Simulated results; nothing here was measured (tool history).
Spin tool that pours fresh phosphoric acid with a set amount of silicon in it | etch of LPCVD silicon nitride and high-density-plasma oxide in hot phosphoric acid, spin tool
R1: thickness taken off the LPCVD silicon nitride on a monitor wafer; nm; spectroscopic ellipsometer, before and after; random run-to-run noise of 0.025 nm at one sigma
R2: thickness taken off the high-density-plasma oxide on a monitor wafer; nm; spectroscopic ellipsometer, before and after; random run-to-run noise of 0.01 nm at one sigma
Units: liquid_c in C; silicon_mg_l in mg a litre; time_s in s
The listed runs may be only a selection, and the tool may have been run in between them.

run 1 hour=0.0 | liquid_c=161.0 silicon_mg_l=9.5 time_s=135 | R1=13.3440 R2=0.35519
run 2 hour=4.8 | liquid_c=161.0 silicon_mg_l=7.0 time_s=135 | R1=13.4630 R2=0.36419
run 3 hour=8.3 | liquid_c=161.0 silicon_mg_l=7.0 time_s=175 | R1=17.3540 R2=0.43009
run 4 hour=10.9 | liquid_c=161.0 silicon_mg_l=3.0 time_s=175 | R1=17.4290 R2=0.52176
run 5 hour=15.7 | liquid_c=161.0 silicon_mg_l=3.0 time_s=120 | R1=11.9770 R2=0.32422
run 6 hour=18.1 | liquid_c=161.0 silicon_mg_l=0.0 time_s=120 | R1=12.0090 R2=0.37499
run 7 hour=23.9 | liquid_c=159.5 silicon_mg_l=3.5 time_s=105 | R1=9.9870 R2=0.24787
run 8 hour=28.4 | liquid_c=158.5 silicon_mg_l=3.5 time_s=100 | R1=9.1740 R2=0.27566
run 9 hour=36.7 | liquid_c=158.0 silicon_mg_l=9.5 time_s=95 | R1=8.5756 R2=0.19816
run 10 hour=44.7 | liquid_c=157.5 silicon_mg_l=11.0 time_s=90 | R1=7.9351 R2=0.16020
run 11 hour=46.8 | liquid_c=157.0 silicon_mg_l=11.0 time_s=90 | R1=7.8062 R2=0.17187

Run 12 is up next; what results do you expect?
run 12 hour=51.0 | liquid_c=157.0 silicon_mg_l=12.0 time_s=90 | R1=? R2=?

R1: 7.8212 nm
R2: 0.16915 nm
